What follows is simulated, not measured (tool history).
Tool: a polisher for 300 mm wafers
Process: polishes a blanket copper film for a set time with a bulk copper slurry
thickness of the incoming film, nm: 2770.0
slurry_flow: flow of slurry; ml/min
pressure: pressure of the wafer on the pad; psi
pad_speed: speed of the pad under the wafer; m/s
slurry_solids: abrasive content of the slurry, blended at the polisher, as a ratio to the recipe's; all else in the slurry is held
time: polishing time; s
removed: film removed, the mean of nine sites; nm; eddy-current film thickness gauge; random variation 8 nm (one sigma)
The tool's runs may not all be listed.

run	hour	slurry_flow	pressure	pad_speed	slurry_solids	time	removed
1	0	235	3.3	0.88	1	83	939.54
2	3.4	240	3.4	0.88	1	83	978.85
3	8.1	245	3.5	0.88	1	83	1005.2
4	9.5	245	3.5	0.88	1.2	83	1031.8
5	15.9	250	3.6	0.88	1.2	83	1070.8
6	22.7	195	3.6	0.88	1.2	83	1020.9
7	29.9	210	3.6	0.88	1.2	83	1043

Forecast run 8:
8	31	220	3.6	0.88	1.2	83	?

{"run 8": {"removed": 1044.9}}
